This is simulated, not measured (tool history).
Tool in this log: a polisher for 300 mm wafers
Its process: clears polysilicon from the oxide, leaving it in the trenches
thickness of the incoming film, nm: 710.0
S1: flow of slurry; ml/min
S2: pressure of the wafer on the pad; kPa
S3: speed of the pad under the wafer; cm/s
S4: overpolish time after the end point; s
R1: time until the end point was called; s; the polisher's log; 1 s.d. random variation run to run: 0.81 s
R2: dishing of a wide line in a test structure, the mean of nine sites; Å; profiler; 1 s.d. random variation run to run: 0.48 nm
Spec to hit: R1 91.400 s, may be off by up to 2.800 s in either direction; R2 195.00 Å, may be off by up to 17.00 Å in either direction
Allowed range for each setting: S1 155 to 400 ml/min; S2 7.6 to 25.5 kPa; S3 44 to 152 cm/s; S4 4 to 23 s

run    day   S1    S2   S3  S4      R1      R2
  1  0.000  255  16.5   98  12  59.495  319.32
  2  0.371  305  16.5   98  12  57.098  330.07
  3  0.508  360  16.5   98  12  56.245  342.49
  4  0.629  360  19.3   98  12  50.020  321.61
  5  0.829  360  16.5   98  12  56.117  314.72
  6  0.883  370  13.8   96  10  66.760  301.96
  7  1.050  380  11.7   96   8  74.586  290.54
  8  1.138  385  10.3   96   7  81.944  271.95
  9  1.467  390   9.7   98   6  84.691  259.53
 10  1.562  395   9.0  100   5  88.477  230.30
 11  1.888  385   8.3  102   5  90.792  228.67

Of the 4 settings listed for the next run, only one would bring every result within its allowed miss of target. Which one?
  A  2.212  400   7.6  110   4   ?   ?
  B  2.212  345   7.6  110   6   ?   ?
  C  2.212  400  10.3   82   8   ?   ?
  D  2.212  355   9.0  104   5   ?   ?

move      R1      R2
   A  90.814  198.62
   B  91.811  247.33
   C  92.642  278.75
   D  85.790  233.41
A: each result inside its tolerance
B: the biggest miss grows against the last run
C: the biggest miss grows against the last run
D: the biggest miss grows against the last run
The right move is A.
